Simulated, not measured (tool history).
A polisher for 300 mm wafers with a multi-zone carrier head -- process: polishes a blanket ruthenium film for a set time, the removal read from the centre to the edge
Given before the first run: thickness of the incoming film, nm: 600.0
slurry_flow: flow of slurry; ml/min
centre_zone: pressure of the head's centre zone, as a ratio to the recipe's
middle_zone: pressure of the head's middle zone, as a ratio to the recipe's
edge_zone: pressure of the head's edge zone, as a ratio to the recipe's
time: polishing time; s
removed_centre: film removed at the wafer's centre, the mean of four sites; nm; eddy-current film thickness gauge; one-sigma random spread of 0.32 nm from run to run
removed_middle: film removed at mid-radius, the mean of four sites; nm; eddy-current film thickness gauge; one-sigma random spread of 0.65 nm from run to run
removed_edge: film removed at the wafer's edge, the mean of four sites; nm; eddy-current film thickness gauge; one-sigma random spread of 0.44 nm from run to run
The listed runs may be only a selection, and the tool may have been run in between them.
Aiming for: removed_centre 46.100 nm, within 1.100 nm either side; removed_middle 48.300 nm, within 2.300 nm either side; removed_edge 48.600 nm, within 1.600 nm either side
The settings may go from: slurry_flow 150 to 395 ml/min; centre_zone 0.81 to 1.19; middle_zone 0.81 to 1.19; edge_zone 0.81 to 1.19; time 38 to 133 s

{"run": 1, "hour": 0.0, "slurry_flow": 250, "centre_zone": 1.0, "middle_zone": 1.0, "edge_zone": 1.0, "time": 85, "removed_centre": 79.747, "removed_middle": 77.424, "removed_edge": 77.329}
{"run": 2, "hour": 8.8, "slurry_flow": 250, "centre_zone": 1.0, "middle_zone": 1.0, "edge_zone": 1.0, "time": 93, "removed_centre": 85.498, "removed_middle": 84.527, "removed_edge": 83.429}
{"run": 3, "hour": 16.0, "slurry_flow": 240, "centre_zone": 0.97, "middle_zone": 0.99, "edge_zone": 0.97, "time": 83, "removed_centre": 74.365, "removed_middle": 76.597, "removed_edge": 72.968}
{"run": 4, "hour": 22.0, "slurry_flow": 240, "centre_zone": 0.97, "middle_zone": 0.99, "edge_zone": 1.05, "time": 83, "removed_centre": 74.667, "removed_middle": 77.648, "removed_edge": 76.715}
{"run": 5, "hour": 24.3, "slurry_flow": 240, "centre_zone": 0.95, "middle_zone": 0.95, "edge_zone": 1.03, "time": 75, "removed_centre": 66.247, "removed_middle": 64.697, "removed_edge": 68.318}
{"run": 6, "hour": 30.6, "slurry_flow": 195, "centre_zone": 0.95, "middle_zone": 0.95, "edge_zone": 1.03, "time": 75, "removed_centre": 64.024, "removed_middle": 63.23, "removed_edge": 66.909}
{"run": 7, "hour": 32.0, "slurry_flow": 195, "centre_zone": 0.95, "middle_zone": 0.95, "edge_zone": 1.03, "time": 75, "removed_centre": 64.267, "removed_middle": 63.806, "removed_edge": 66.895}
{"run": 8, "hour": 37.4, "slurry_flow": 190, "centre_zone": 0.92, "middle_zone": 0.94, "edge_zone": 0.99, "time": 71, "removed_centre": 58.4, "removed_middle": 58.579, "removed_edge": 62.229}
{"run": 9, "hour": 39.2, "slurry_flow": 190, "centre_zone": 0.91, "middle_zone": 0.94, "edge_zone": 0.96, "time": 68, "removed_centre": 54.65, "removed_middle": 58.633, "removed_edge": 58.987}
{"run": 10, "hour": 44.9, "slurry_flow": 190, "centre_zone": 0.91, "middle_zone": 0.92, "edge_zone": 0.93, "time": 66, "removed_centre": 53.736, "removed_middle": 54.95, "removed_edge": 55.994}
{"run": 11, "hour": 50.8, "slurry_flow": 170, "centre_zone": 0.81, "middle_zone": 0.89, "edge_zone": 0.83, "time": 60, "removed_centre": 42.877, "removed_middle": 45.962, "removed_edge": 47.449}
{"run": 12, "hour": 53.1, "slurry_flow": 185, "centre_zone": 0.82, "middle_zone": 0.89, "edge_zone": 0.83, "time": 60, "removed_centre": 44.335, "removed_middle": 48.356, "removed_edge": 48.146}
{"run": 13, "hour": 57.0, "slurry_flow": 190, "centre_zone": 0.82, "middle_zone": 0.88, "edge_zone": 0.83, "time": 60, "removed_centre": 44.433, "removed_middle": 48.3, "removed_edge": 47.433}

Which single option among these 4 for the next run brings every result within its allowed miss of target? Just one does.
{"run": "A", "hour": 60.9, "slurry_flow": 220, "centre_zone": 0.86, "middle_zone": 0.9, "edge_zone": 0.88, "time": 58, "removed_centre": "?", "removed_middle": "?", "removed_edge": "?"}
{"run": "B", "hour": 60.9, "slurry_flow": 225, "centre_zone": 0.88, "middle_zone": 0.91, "edge_zone": 0.81, "time": 56, "removed_centre": "?", "removed_middle": "?", "removed_edge": "?"}
{"run": "C", "hour": 60.9, "slurry_flow": 270, "centre_zone": 0.81, "middle_zone": 0.92, "edge_zone": 0.81, "time": 56, "removed_centre": "?", "removed_middle": "?", "removed_edge": "?"}
{"run": "D", "hour": 60.9, "slurry_flow": 255, "centre_zone": 0.92, "middle_zone": 0.89, "edge_zone": 0.81, "time": 55, "removed_centre": "?", "removed_middle": "?", "removed_edge": "?"}

move=A removed_centre=46.447 removed_middle=47.584 removed_edge=48.892
move=B removed_centre=45.960 removed_middle=46.458 removed_edge=45.603
move=C removed_centre=43.782 removed_middle=47.961 removed_edge=46.418
move=D removed_centre=47.879 removed_middle=45.668 removed_edge=45.368
A: all results land within tolerance of their targets
B: gets the furthest-off result to its target, but another result is out of tolerance
C: the biggest miss grows against the last run
D: carries the result that was furthest off beyond its target, to the other side
Correct choice: A, which meets every target
